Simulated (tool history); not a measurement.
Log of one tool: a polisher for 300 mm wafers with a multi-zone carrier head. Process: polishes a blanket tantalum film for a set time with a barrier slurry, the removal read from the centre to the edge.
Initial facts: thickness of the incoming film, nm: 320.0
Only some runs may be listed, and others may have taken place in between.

| run | hour | flow of slurry (ml/min) | pressure of the head's centre zone | pressure of the head's middle zone | pressure of the head's edge zone | abrasive content of the slurry | polishing time (s) | film removed at the wafer's centre (Å) | film removed at mid-radius (Å) | film removed at the wafer's edge (Å) |
|---|---|---|---|---|---|---|---|---|---|---|
| 1 | 0.0 | 295 | 1.00 | 1.00 | 1.00 | 1.00 | 38 | 660.55 | 657.25 | 630.03 |
| 2 | 5.5 | 295 | 0.96 | 1.00 | 1.00 | 1.00 | 38 | 630.90 | 660.90 | 646.83 |
| 3 | 12.2 | 295 | 0.96 | 1.00 | 1.00 | 1.00 | 46 | 762.87 | 793.15 | 771.60 |
| 4 | 17.0 | 295 | 0.96 | 1.00 | 1.06 | 1.00 | 46 | 762.17 | 799.36 | 809.09 |
| 5 | 22.7 | 295 | 0.96 | 1.00 | 1.06 | 1.00 | 38 | 628.37 | 659.14 | 670.83 |
| 6 | 30.7 | 300 | 0.96 | 1.02 | 1.07 | 1.05 | 39 | 647.83 | 706.79 | 708.31 |
| 7 | 37.9 | 305 | 0.97 | 1.04 | 1.08 | 1.10 | 39 | 665.89 | 722.86 | 722.49 |
| 8 | 43.9 | 310 | 0.97 | 1.06 | 1.09 | 1.15 | 40 | 697.16 | 771.01 | 732.79 |
| 9 | 44.6 | 310 | 0.97 | 1.07 | 1.10 | 1.20 | 41 | 721.38 | 787.49 | 767.29 |

Forecast run 10:
| 10 | 46.6 | 315 | 0.97 | 1.09 | 1.11 | 1.25 | 42 | ? | ? | ? |

film removed at the wafer's centre (Å): 753.73
film removed at mid-radius (Å): 839.17
film removed at the wafer's edge (Å): 817.30
